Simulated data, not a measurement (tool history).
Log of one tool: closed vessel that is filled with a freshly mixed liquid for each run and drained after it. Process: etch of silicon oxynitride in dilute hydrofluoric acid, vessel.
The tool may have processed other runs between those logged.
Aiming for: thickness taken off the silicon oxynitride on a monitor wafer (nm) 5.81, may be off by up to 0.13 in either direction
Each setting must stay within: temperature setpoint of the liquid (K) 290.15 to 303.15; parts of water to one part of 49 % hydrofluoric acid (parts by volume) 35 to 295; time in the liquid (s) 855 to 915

run  hour  temperature setpoint of the liquid (K)  parts of water to one part of 49 % hydrofluoric acid (parts by volume)  time in the liquid (s)  thickness taken off the silicon oxynitride on a monitor wafer (nm)
  1     0                                  295.15                                                                     165                     855                                                              6.5673
  2   4.1                                  294.65                                                                     165                     855                                                              6.3861
  3   8.4                                  291.15                                                                     165                     855                                                              5.4422
  4  13.1                                  291.15                                                                     165                     855                                                              5.4533
  5  17.1                                  290.15                                                                     165                     855                                                              5.1699
  6  25.5                                  290.15                                                                     165                     855                                                              5.1486
  7  28.6                                  290.65                                                                     165                     855                                                                5.23
  8  34.8                                  291.15                                                                     165                     855                                                                5.46

Which of these 5 next moves meets every target?
  A    41                                  293.65                                                                     175                     870                                                                   ?
  B    41                                  295.65                                                                     180                     865                                                                   ?
  C    41                                  292.15                                                                     185                     870                                                                   ?
  D    41                                  291.15                                                                     165                     870                                                                   ?
  E    41                                  290.65                                                                     160                     855                                                                   ?

move  thickness taken off the silicon oxynitride on a monitor wafer (nm)
   A                                                               5.792
   B                                                              6.1202
   C                                                               5.072
   D                                                              5.4911
   E                                                              5.4492
A: each result inside its tolerance
B: moves the result that the last run missed by most past its target, out the other side
C: moves away from the targets compared with the last run
D: better than the last run, though not everything is in spec
E: no better and no worse than the last run
A is the move that brings every result within its allowed miss.

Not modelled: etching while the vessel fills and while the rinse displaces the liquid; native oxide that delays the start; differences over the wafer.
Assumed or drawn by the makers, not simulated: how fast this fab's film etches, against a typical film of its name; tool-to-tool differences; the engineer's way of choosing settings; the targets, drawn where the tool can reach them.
